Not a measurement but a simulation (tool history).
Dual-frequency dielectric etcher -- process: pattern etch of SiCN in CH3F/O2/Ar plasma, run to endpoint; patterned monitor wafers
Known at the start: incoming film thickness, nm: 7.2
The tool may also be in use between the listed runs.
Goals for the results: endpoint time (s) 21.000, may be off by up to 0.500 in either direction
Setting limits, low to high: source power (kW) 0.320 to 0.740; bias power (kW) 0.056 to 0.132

Run 1, hour 0.0: source power (kW) 0.530, bias power (kW) 0.094. Result: endpoint time (s) 16.546.
Run 2, hour 1.0: source power (kW) 0.470, bias power (kW) 0.086. Result: endpoint time (s) 18.299.
Run 3, hour 3.8: source power (kW) 0.410, bias power (kW) 0.086. Result: endpoint time (s) 18.765.
Run 4, hour 9.4: source power (kW) 0.390, bias power (kW) 0.082. Result: endpoint time (s) 19.608.
Run 5, hour 14.4: source power (kW) 0.370, bias power (kW) 0.080. Result: endpoint time (s) 19.930.
Run 6, hour 23.1: source power (kW) 0.410, bias power (kW) 0.080. Result: endpoint time (s) 19.461.
Run 7, hour 28.5: source power (kW) 0.390, bias power (kW) 0.078. Result: endpoint time (s) 19.707.
Run 8, hour 30.7: source power (kW) 0.370, bias power (kW) 0.076. Result: endpoint time (s) 20.641.

Consider the 4 candidate settings below. Which is the only one whose results all fall within their allowed miss of target?
Run A, hour 32.9: source power (kW) 0.350, bias power (kW) 0.074. Result: endpoint time (s) ?.
Run B, hour 32.9: source power (kW) 0.540, bias power (kW) 0.065. Result: endpoint time (s) ?.
Run C, hour 32.9: source power (kW) 0.430, bias power (kW) 0.072. Result: endpoint time (s) ?.
Run D, hour 32.9: source power (kW) 0.430, bias power (kW) 0.074. Result: endpoint time (s) ?.

move  endpoint time (s)
   A             21.204
   B             19.983
   C             20.307
   D             20.030
A: each result inside its tolerance
B: its largest miss is bigger than the last run's
C: its largest miss is bigger than the last run's
D: its largest miss is bigger than the last run's
So the answer is move A, the one that meets all the targets.

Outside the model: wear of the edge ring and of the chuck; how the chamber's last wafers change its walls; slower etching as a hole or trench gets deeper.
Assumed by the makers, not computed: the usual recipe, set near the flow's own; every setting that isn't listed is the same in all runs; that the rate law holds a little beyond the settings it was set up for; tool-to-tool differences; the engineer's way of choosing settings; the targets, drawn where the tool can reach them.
